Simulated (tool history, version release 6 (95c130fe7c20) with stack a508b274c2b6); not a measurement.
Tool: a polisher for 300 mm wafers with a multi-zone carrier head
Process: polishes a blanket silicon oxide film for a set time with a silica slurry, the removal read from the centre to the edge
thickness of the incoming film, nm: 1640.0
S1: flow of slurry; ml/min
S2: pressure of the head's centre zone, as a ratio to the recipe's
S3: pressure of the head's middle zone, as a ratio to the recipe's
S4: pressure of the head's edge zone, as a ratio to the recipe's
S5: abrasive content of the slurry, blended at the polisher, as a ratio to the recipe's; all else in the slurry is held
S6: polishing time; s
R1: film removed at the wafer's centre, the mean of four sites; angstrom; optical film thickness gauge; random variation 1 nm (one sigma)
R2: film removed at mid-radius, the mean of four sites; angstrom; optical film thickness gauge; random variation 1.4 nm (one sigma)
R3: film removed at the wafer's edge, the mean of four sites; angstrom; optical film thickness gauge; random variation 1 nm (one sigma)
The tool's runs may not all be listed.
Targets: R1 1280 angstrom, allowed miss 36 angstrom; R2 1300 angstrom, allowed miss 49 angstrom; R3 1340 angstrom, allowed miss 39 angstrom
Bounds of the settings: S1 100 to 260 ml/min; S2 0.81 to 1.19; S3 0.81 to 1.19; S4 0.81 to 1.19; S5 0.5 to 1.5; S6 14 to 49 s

| run | hour | S1 | S2 | S3 | S4 | S5 | S6 | R1 | R2 | R3 |
|---|---|---|---|---|---|---|---|---|---|---|
| 1 | 0 | 165 | 1 | 1 | 1 | 1 | 31 | 1475.3 | 1445.9 | 1425.2 |
| 2 | 1.4 | 150 | 0.98 | 0.98 | 0.99 | 1 | 31 | 1423.6 | 1389.4 | 1439.3 |
| 3 | 6.3 | 150 | 0.98 | 0.98 | 0.99 | 1 | 25 | 1148.6 | 1130.5 | 1136.3 |
| 4 | 13.5 | 170 | 0.97 | 0.98 | 1.04 | 1.05 | 25 | 1180.1 | 1193.9 | 1222.4 |
| 5 | 15.4 | 130 | 0.97 | 0.98 | 1.04 | 1.05 | 25 | 1112 | 1112 | 1175.9 |
| 6 | 21.1 | 130 | 0.97 | 0.98 | 1.1 | 1.05 | 25 | 1114.3 | 1122.6 | 1205.3 |
| 7 | 24.9 | 155 | 0.98 | 0.98 | 1.12 | 1.05 | 25 | 1171.3 | 1183.4 | 1248.8 |
| 8 | 32.8 | 170 | 0.98 | 0.98 | 1.13 | 1.05 | 25 | 1217.9 | 1220.4 | 1281 |
| 9 | 39.2 | 180 | 0.98 | 0.98 | 1.14 | 1.05 | 25 | 1216.3 | 1233.7 | 1273.7 |
| 10 | 44.7 | 180 | 0.98 | 0.98 | 1.14 | 1.05 | 25 | 1217.1 | 1202.7 | 1296.7 |

Which of these 5 next moves meets every target?
| A | 50.2 | 185 | 0.96 | 1.1 | 1.1 | 1.05 | 26 | ? | ? | ? |
| B | 50.2 | 130 | 0.99 | 0.91 | 1.01 | 1.15 | 26 | ? | ? | ? |
| C | 50.2 | 170 | 0.81 | 1.06 | 1.19 | 1.2 | 25 | ? | ? | ? |
| D | 50.2 | 205 | 0.99 | 1.02 | 1.17 | 1.15 | 24 | ? | ? | ? |
| E | 50.2 | 170 | 0.92 | 1.09 | 1.16 | 1 | 26 | ? | ? | ? |

| move | R1 | R2 | R3 |
|---|---|---|---|
| A | 1255.8 | 1393.1 | 1324.2 |
| B | 1251.7 | 1159.9 | 1276.4 |
| C | 1075.6 | 1372.1 | 1399.6 |
| D | 1276.5 | 1285.7 | 1335.7 |
| E | 1151.7 | 1325 | 1304.7 |
A: takes the result that was furthest off past its target
B: further off than the last run
C: takes the result that was furthest off past its target
D: meets every target
E: brings the result that was furthest off to its target, and leaves another outside
The right move is D.

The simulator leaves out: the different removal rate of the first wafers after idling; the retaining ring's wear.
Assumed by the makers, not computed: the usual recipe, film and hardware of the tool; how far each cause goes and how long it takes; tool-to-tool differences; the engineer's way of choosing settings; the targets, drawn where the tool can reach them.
